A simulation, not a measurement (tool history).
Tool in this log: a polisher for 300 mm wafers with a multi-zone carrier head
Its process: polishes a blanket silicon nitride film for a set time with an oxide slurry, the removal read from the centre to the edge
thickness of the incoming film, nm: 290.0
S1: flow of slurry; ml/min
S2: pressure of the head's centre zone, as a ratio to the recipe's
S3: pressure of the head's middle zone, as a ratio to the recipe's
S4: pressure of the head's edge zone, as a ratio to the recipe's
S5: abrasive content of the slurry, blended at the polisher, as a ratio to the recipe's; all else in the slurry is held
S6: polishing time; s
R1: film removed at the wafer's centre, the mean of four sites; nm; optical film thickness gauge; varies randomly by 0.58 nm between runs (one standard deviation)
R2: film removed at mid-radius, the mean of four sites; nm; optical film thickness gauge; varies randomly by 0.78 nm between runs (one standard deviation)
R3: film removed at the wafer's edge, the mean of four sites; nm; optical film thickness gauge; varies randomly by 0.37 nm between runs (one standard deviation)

run	hour	S1	S2	S3	S4	S5	S6	R1	R2	R3
1	0	175	1	1	1	1	88	73.803	73.951	77.823
2	5.8	170	0.98	1	0.96	0.85	87	66.028	68.645	71.204
3	11.1	165	0.98	1	0.93	0.75	85	61.15	65.017	64.498
4	18	155	0.97	0.98	0.91	0.7	85	60.022	61.394	60.909
5	22.8	155	0.97	0.92	0.91	0.7	85	58.879	58.222	61.686
6	29.5	155	0.97	0.92	0.91	0.7	99	68.338	67.549	71.384
7	35.7	145	0.95	0.92	0.89	0.65	96	62.182	63.684	66.926
8	44	140	0.94	0.92	0.87	0.6	93	57.199	59.697	61.388
9	44.7	135	0.94	0.92	0.86	0.55	92	55.33	54.368	57.332

What will run 10 give?
10	50.6	130	0.92	0.93	0.85	0.55	92	?	?	?

{"run 10": {"R1": 51.838, "R2": 54.957, "R3": 57.086}}
